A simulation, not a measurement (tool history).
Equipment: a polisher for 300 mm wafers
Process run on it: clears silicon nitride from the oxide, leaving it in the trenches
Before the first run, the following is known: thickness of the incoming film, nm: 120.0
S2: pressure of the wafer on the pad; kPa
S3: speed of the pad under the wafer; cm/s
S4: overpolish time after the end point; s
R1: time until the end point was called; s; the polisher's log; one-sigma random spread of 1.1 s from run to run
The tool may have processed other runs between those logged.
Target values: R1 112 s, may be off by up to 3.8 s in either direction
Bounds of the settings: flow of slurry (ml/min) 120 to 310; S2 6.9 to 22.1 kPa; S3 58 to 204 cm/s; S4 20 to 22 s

{"run": 1, "hour": 0.0, "flow of slurry (ml/min)": 200, "S2": 14.5, "S3": 130, "S4": 20, "R1": 153.86}
{"run": 2, "hour": 8.2, "flow of slurry (ml/min)": 200, "S2": 15.2, "S3": 130, "S4": 20, "R1": 146.97}
{"run": 3, "hour": 17.1, "flow of slurry (ml/min)": 200, "S2": 15.2, "S3": 130, "S4": 22, "R1": 148.34}
{"run": 4, "hour": 25.3, "flow of slurry (ml/min)": 250, "S2": 15.2, "S3": 130, "S4": 22, "R1": 144.27}
{"run": 5, "hour": 26.8, "flow of slurry (ml/min)": 250, "S2": 15.9, "S3": 130, "S4": 22, "R1": 137.15}
{"run": 6, "hour": 33.7, "flow of slurry (ml/min)": 250, "S2": 15.9, "S3": 130, "S4": 22, "R1": 136.87}
{"run": 7, "hour": 37.8, "flow of slurry (ml/min)": 250, "S2": 16.5, "S3": 130, "S4": 22, "R1": 132.13}
{"run": 8, "hour": 43.9, "flow of slurry (ml/min)": 250, "S2": 17.2, "S3": 130, "S4": 22, "R1": 124.93}
{"run": 9, "hour": 47.8, "flow of slurry (ml/min)": 255, "S2": 18.6, "S3": 130, "S4": 22, "R1": 116.1}

Consider the 5 candidate settings below. Which is the only one whose results all fall within their allowed miss of target?
{"run": "A", "hour": 51.7, "flow of slurry (ml/min)": 290, "S2": 22.1, "S3": 114, "S4": 22, "R1": "?"}
{"run": "B", "hour": 51.7, "flow of slurry (ml/min)": 255, "S2": 21.4, "S3": 108, "S4": 22, "R1": "?"}
{"run": "C", "hour": 51.7, "flow of slurry (ml/min)": 265, "S2": 18.6, "S3": 124, "S4": 22, "R1": "?"}
{"run": "D", "hour": 51.7, "flow of slurry (ml/min)": 280, "S2": 17.9, "S3": 130, "S4": 22, "R1": "?"}
{"run": "E", "hour": 51.7, "flow of slurry (ml/min)": 230, "S2": 18.6, "S3": 130, "S4": 22, "R1": "?"}

move=A R1=111.54
move=B R1=122.75
move=C R1=122.47
move=D R1=120.73
move=E R1=118.77
A: each result inside its tolerance
B: further off than the last run
C: further off than the last run
D: further off than the last run
E: further off than the last run
So the answer is move A, the one that meets all the targets.

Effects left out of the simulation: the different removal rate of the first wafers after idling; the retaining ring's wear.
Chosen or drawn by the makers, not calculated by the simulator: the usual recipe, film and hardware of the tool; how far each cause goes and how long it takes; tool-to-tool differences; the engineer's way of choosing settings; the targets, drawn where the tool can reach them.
